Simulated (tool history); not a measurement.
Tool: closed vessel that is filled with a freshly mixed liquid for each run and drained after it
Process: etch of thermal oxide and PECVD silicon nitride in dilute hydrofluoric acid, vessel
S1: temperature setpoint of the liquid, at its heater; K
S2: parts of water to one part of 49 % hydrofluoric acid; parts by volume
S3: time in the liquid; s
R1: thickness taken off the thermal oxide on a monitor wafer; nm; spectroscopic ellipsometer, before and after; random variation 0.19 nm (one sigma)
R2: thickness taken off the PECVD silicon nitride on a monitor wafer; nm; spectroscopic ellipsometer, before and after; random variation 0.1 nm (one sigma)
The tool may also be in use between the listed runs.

Run 1, hour 0.0: S1 298.15 K, S2 245 parts by volume, S3 1800 s. Result: R1 30.118 nm, R2 30.260 nm.
Run 2, hour 6.9: S1 298.15 K, S2 190 parts by volume, S3 1800 s. Result: R1 40.939 nm, R2 38.717 nm.
Run 3, hour 8.9: S1 297.15 K, S2 205 parts by volume, S3 1835 s. Result: R1 36.823 nm, R2 34.489 nm.
Run 4, hour 11.6: S1 296.65 K, S2 220 parts by volume, S3 1870 s. Result: R1 34.014 nm, R2 31.609 nm.
Run 5, hour 13.4: S1 296.15 K, S2 230 parts by volume, S3 1895 s. Result: R1 31.866 nm, R2 29.754 nm.
Run 6, hour 16.5: S1 295.65 K, S2 240 parts by volume, S3 1915 s. Result: R1 29.653 nm, R2 27.907 nm.
Run 7, hour 23.9: S1 295.15 K, S2 245 parts by volume, S3 1930 s. Result: R1 28.710 nm, R2 26.813 nm.
Run 8, hour 29.4: S1 295.15 K, S2 250 parts by volume, S3 1945 s. Result: R1 28.283 nm, R2 26.220 nm.
Run 9, hour 31.5: S1 295.15 K, S2 250 parts by volume, S3 1945 s. Result: R1 28.402 nm, R2 26.325 nm.
Run 10, hour 35.3: S1 295.15 K, S2 255 parts by volume, S3 1955 s. Result: R1 27.955 nm, R2 26.203 nm.
Run 11, hour 37.5: S1 295.15 K, S2 260 parts by volume, S3 1965 s. Result: R1 27.208 nm, R2 25.632 nm.
Run 12, hour 39.8: S1 295.15 K, S2 260 parts by volume, S3 1970 s. Result: R1 27.318 nm, R2 25.755 nm.

Run 13 comes next. What will it give?
Run 13, hour 46.0: S1 295.15 K, S2 260 parts by volume, S3 1975 s. Result: R1 ?, R2 ?.

Run 13 gave R1 27.718 nm, R2 25.698 nm.

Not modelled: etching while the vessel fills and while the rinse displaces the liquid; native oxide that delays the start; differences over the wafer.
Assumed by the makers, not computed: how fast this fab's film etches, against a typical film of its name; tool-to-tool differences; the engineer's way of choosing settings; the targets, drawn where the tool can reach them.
